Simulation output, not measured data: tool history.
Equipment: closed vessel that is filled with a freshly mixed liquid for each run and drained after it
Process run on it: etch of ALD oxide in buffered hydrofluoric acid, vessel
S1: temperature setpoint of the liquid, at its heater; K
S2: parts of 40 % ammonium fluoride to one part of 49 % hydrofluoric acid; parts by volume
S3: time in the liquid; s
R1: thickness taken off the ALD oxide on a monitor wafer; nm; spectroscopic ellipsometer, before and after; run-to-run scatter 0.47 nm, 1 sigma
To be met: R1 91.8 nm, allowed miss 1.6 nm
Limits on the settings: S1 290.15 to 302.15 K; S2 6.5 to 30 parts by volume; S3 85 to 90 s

{"run": 1, "hour": 0.0, "S1": 294.15, "S2": 19.5, "S3": 85, "R1": 64.315}
{"run": 2, "hour": 7.0, "S1": 296.15, "S2": 19.5, "S3": 85, "R1": 72.097}
{"run": 3, "hour": 10.3, "S1": 294.65, "S2": 19.5, "S3": 85, "R1": 66.006}
{"run": 4, "hour": 18.6, "S1": 291.65, "S2": 19.5, "S3": 85, "R1": 56.122}
{"run": 5, "hour": 27.3, "S1": 292.65, "S2": 19.5, "S3": 85, "R1": 59.181}
{"run": 6, "hour": 29.5, "S1": 295.65, "S2": 19.5, "S3": 85, "R1": 70.17}
{"run": 7, "hour": 35.2, "S1": 296.15, "S2": 19.5, "S3": 85, "R1": 72.455}
{"run": 8, "hour": 42.4, "S1": 296.65, "S2": 19.5, "S3": 85, "R1": 74.012}
{"run": 9, "hour": 50.8, "S1": 297.15, "S2": 19.5, "S3": 85, "R1": 75.849}
{"run": 10, "hour": 57.0, "S1": 297.65, "S2": 19.5, "S3": 85, "R1": 78.515}
{"run": 11, "hour": 63.5, "S1": 298.15, "S2": 19.5, "S3": 85, "R1": 80.746}
{"run": 12, "hour": 64.4, "S1": 298.65, "S2": 19.5, "S3": 85, "R1": 83.039}
{"run": 13, "hour": 70.0, "S1": 299.65, "S2": 19.5, "S3": 85, "R1": 87.071}

Which of these 4 next moves meets every target?
{"run": "A", "hour": 75.6, "S1": 301.15, "S2": 19, "S3": 85, "R1": "?"}
{"run": "B", "hour": 75.6, "S1": 298.65, "S2": 19, "S3": 85, "R1": "?"}
{"run": "C", "hour": 75.6, "S1": 300.15, "S2": 20, "S3": 90, "R1": "?"}
{"run": "D", "hour": 75.6, "S1": 295.65, "S2": 17.5, "S3": 90, "R1": "?"}

move=A R1=96.732
move=B R1=84.562
move=C R1=92.301
move=D R1=82.402
A: moves the result that the last run missed by most past its target, out the other side
B: moves away from the targets compared with the last run
C: all results land within tolerance of their targets
D: moves away from the targets compared with the last run
The move that meets every target is C.
